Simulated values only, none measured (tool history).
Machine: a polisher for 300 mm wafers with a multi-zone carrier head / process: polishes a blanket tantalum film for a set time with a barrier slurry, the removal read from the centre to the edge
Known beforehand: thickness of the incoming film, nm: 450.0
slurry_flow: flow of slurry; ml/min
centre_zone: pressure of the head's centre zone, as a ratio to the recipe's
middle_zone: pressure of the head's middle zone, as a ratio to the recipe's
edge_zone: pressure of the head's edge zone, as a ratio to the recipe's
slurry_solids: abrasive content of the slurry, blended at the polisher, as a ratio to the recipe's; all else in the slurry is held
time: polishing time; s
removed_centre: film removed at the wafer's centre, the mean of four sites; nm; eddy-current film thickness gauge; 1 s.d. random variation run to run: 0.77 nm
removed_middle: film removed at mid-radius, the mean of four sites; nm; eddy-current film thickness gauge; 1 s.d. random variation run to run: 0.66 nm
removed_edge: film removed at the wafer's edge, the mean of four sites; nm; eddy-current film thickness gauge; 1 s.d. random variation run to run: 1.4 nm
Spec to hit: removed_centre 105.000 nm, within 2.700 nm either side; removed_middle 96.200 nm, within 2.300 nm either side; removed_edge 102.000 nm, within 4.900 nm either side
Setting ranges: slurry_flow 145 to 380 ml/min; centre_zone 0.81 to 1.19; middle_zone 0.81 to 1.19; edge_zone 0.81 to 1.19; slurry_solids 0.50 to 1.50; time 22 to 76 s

{"run": 1, "hour": 0.0, "slurry_flow": 245, "centre_zone": 1.0, "middle_zone": 1.0, "edge_zone": 1.0, "slurry_solids": 1.0, "time": 49, "removed_centre": 66.982, "removed_middle": 68.051, "removed_edge": 70.906}
{"run": 2, "hour": 1.1, "slurry_flow": 280, "centre_zone": 1.0, "middle_zone": 1.0, "edge_zone": 1.0, "slurry_solids": 1.0, "time": 49, "removed_centre": 69.161, "removed_middle": 68.414, "removed_edge": 71.835}
{"run": 3, "hour": 8.9, "slurry_flow": 280, "centre_zone": 1.0, "middle_zone": 1.0, "edge_zone": 1.0, "slurry_solids": 1.1, "time": 49, "removed_centre": 71.464, "removed_middle": 71.71, "removed_edge": 72.97}
{"run": 4, "hour": 17.3, "slurry_flow": 270, "centre_zone": 1.03, "middle_zone": 0.99, "edge_zone": 1.05, "slurry_solids": 1.2, "time": 51, "removed_centre": 78.193, "removed_middle": 76.495, "removed_edge": 79.584}
{"run": 5, "hour": 19.8, "slurry_flow": 270, "centre_zone": 1.05, "middle_zone": 0.99, "edge_zone": 1.08, "slurry_solids": 1.3, "time": 53, "removed_centre": 83.522, "removed_middle": 81.211, "removed_edge": 85.916}
{"run": 6, "hour": 25.4, "slurry_flow": 270, "centre_zone": 1.05, "middle_zone": 0.99, "edge_zone": 1.0, "slurry_solids": 1.3, "time": 53, "removed_centre": 83.854, "removed_middle": 80.881, "removed_edge": 85.681}
{"run": 7, "hour": 29.8, "slurry_flow": 265, "centre_zone": 1.08, "middle_zone": 1.0, "edge_zone": 1.0, "slurry_solids": 1.35, "time": 54, "removed_centre": 88.693, "removed_middle": 83.4, "removed_edge": 86.283}
{"run": 8, "hour": 36.4, "slurry_flow": 275, "centre_zone": 1.09, "middle_zone": 1.0, "edge_zone": 1.02, "slurry_solids": 1.4, "time": 55, "removed_centre": 92.642, "removed_middle": 87.732, "removed_edge": 90.152}
{"run": 9, "hour": 38.7, "slurry_flow": 280, "centre_zone": 1.1, "middle_zone": 0.99, "edge_zone": 1.04, "slurry_solids": 1.45, "time": 56, "removed_centre": 95.831, "removed_middle": 89.368, "removed_edge": 91.704}
{"run": 10, "hour": 39.9, "slurry_flow": 265, "centre_zone": 1.11, "middle_zone": 0.99, "edge_zone": 1.04, "slurry_solids": 1.45, "time": 57, "removed_centre": 97.943, "removed_middle": 89.744, "removed_edge": 93.924}
{"run": 11, "hour": 44.8, "slurry_flow": 275, "centre_zone": 1.11, "middle_zone": 0.98, "edge_zone": 1.05, "slurry_solids": 1.45, "time": 58, "removed_centre": 99.824, "removed_middle": 90.887, "removed_edge": 96.131}

Which one of the following 4 next-run settings gets every result inside its allowed miss? There is exactly one.
{"run": "A", "hour": 49.7, "slurry_flow": 255, "centre_zone": 0.99, "middle_zone": 0.93, "edge_zone": 1.07, "slurry_solids": 1.5, "time": 61, "removed_centre": "?", "removed_middle": "?", "removed_edge": "?"}
{"run": "B", "hour": 49.7, "slurry_flow": 380, "centre_zone": 1.03, "middle_zone": 1.16, "edge_zone": 0.92, "slurry_solids": 1.4, "time": 55, "removed_centre": "?", "removed_middle": "?", "removed_edge": "?"}
{"run": "C", "hour": 49.7, "slurry_flow": 265, "centre_zone": 1.12, "middle_zone": 1.02, "edge_zone": 1.08, "slurry_solids": 1.4, "time": 61, "removed_centre": "?", "removed_middle": "?", "removed_edge": "?"}
{"run": "D", "hour": 49.7, "slurry_flow": 360, "centre_zone": 1.03, "middle_zone": 1.0, "edge_zone": 1.01, "slurry_solids": 1.05, "time": 68, "removed_centre": "?", "removed_middle": "?", "removed_edge": "?"}

move=A removed_centre=96.656 removed_middle=92.555 removed_edge=101.740
move=B removed_centre=92.599 removed_middle=98.860 removed_edge=87.448
move=C removed_centre=105.820 removed_middle=97.009 removed_edge=100.650
move=D removed_centre=103.870 removed_middle=100.480 removed_edge=102.060
A: misses by more than the last run did
B: carries the result that was furthest off beyond its target, to the other side
C: all results land within tolerance of their targets
D: carries the result that was furthest off beyond its target, to the other side
Answer: C
